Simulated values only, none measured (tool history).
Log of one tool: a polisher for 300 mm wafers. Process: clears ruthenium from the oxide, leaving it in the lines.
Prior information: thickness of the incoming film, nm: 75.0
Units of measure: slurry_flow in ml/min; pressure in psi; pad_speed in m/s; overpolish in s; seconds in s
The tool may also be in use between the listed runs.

{"run": 1, "hour": 0.0, "slurry_flow": 285, "pressure": 1.9, "pad_speed": 0.8, "overpolish": 42, "seconds": 84.676}
{"run": 2, "hour": 3.7, "slurry_flow": 285, "pressure": 2, "pad_speed": 0.8, "overpolish": 42, "seconds": 79.755}
{"run": 3, "hour": 12.6, "slurry_flow": 285, "pressure": 2.1, "pad_speed": 0.8, "overpolish": 42, "seconds": 77.033}
{"run": 4, "hour": 18.9, "slurry_flow": 285, "pressure": 2.2, "pad_speed": 0.8, "overpolish": 42, "seconds": 73.137}
{"run": 5, "hour": 23.5, "slurry_flow": 285, "pressure": 2.3, "pad_speed": 0.8, "overpolish": 42, "seconds": 72.841}
{"run": 6, "hour": 26.9, "slurry_flow": 285, "pressure": 2.3, "pad_speed": 0.7, "overpolish": 42, "seconds": 78.78}
{"run": 7, "hour": 27.7, "slurry_flow": 285, "pressure": 2.4, "pad_speed": 0.7, "overpolish": 42, "seconds": 77.482}
{"run": 8, "hour": 29.7, "slurry_flow": 285, "pressure": 2.5, "pad_speed": 0.7, "overpolish": 42, "seconds": 74.865}
{"run": 9, "hour": 36.2, "slurry_flow": 285, "pressure": 2.6, "pad_speed": 0.7, "overpolish": 42, "seconds": 72.552}

Forecast run 10:
{"run": 10, "hour": 42.4, "slurry_flow": 285, "pressure": 2.7, "pad_speed": 0.7, "overpolish": 42, "seconds": "?"}

{"run 10": {"seconds": 69.23}}

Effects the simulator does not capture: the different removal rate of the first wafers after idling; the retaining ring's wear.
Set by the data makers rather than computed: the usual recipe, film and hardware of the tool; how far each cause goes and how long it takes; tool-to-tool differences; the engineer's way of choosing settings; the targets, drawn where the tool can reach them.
